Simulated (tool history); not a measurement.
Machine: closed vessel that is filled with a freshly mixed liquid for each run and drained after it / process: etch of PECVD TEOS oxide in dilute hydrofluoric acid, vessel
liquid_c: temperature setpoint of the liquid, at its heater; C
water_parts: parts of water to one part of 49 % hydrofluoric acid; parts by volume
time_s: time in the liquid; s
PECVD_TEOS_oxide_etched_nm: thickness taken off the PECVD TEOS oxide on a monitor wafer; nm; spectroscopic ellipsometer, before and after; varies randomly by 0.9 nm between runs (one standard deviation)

run,day,liquid_c,water_parts,time_s,PECVD_TEOS_oxide_etched_nm
1,0.000,23.0,95,580,76.862
2,0.129,19.5,95,580,67.313
3,0.254,19.5,95,580,67.134
4,0.329,19.5,60,580,111.320
# day 0.450: thermometer replaced
5,0.450,20.5,60,580,105.170
6,0.496,21.0,60,580,107.650
7,0.871,21.5,60,580,109.090

What does the tool deliver on the next run?
8,1.196,22.0,60,580,?

Run 8 produced PECVD_TEOS_oxide_etched_nm 113.220 nm.

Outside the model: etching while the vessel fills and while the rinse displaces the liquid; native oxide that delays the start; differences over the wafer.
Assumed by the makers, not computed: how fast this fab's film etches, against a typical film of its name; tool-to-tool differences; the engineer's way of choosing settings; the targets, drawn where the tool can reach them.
